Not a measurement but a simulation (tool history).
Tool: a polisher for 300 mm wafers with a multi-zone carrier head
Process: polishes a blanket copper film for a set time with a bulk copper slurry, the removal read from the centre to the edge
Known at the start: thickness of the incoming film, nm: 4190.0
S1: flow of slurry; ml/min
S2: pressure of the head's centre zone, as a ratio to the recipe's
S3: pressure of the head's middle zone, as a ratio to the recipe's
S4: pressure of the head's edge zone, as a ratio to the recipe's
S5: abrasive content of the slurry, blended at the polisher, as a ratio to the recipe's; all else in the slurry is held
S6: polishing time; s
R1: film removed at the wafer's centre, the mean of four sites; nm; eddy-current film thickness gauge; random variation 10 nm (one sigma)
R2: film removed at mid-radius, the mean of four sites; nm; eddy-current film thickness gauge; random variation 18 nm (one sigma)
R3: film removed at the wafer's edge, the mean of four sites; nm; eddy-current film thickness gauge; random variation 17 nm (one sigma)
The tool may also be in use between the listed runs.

{"run": 1, "hour": 0.0, "S1": 120, "S2": 1.0, "S3": 1.0, "S4": 1.0, "S5": 1.0, "S6": 90, "R1": 1134.7, "R2": 1095.6, "R3": 1130.8}
{"run": 2, "hour": 4.6, "S1": 120, "S2": 1.0, "S3": 1.0, "S4": 1.02, "S5": 1.05, "S6": 92, "R1": 1163.7, "R2": 1129.9, "R3": 1168.4}
{"run": 3, "hour": 12.2, "S1": 120, "S2": 1.0, "S3": 0.99, "S4": 1.04, "S5": 1.1, "S6": 94, "R1": 1189.7, "R2": 1154.6, "R3": 1212.5}
{"run": 4, "hour": 18.7, "S1": 120, "S2": 1.0, "S3": 0.99, "S4": 1.04, "S5": 1.1, "S6": 84, "R1": 1084.5, "R2": 1053.9, "R3": 1078.2}
{"run": 5, "hour": 22.8, "S1": 120, "S2": 1.0, "S3": 0.99, "S4": 1.04, "S5": 1.1, "S6": 75, "R1": 968.51, "R2": 947.17, "R3": 951.25}
{"run": 6, "hour": 31.5, "S1": 120, "S2": 1.05, "S3": 0.99, "S4": 1.04, "S5": 1.1, "S6": 75, "R1": 1006.3, "R2": 913.52, "R3": 958.54}
{"run": 7, "hour": 33.1, "S1": 120, "S2": 1.05, "S3": 0.98, "S4": 1.05, "S5": 1.15, "S6": 79, "R1": 1068.2, "R2": 964.57, "R3": 1040.3}
{"run": 8, "hour": 41.3, "S1": 120, "S2": 1.05, "S3": 0.98, "S4": 1.06, "S5": 1.2, "S6": 82, "R1": 1112.0, "R2": 1028.8, "R3": 1083.2}

Run 9 comes next. What will it give?
{"run": 9, "hour": 47.9, "S1": 120, "S2": 1.05, "S3": 0.97, "S4": 1.07, "S5": 1.25, "S6": 85, "R1": "?", "R2": "?", "R3": "?"}

R1: 1168.20 nm
R2: 1059.40 nm
R3: 1142.60 nm
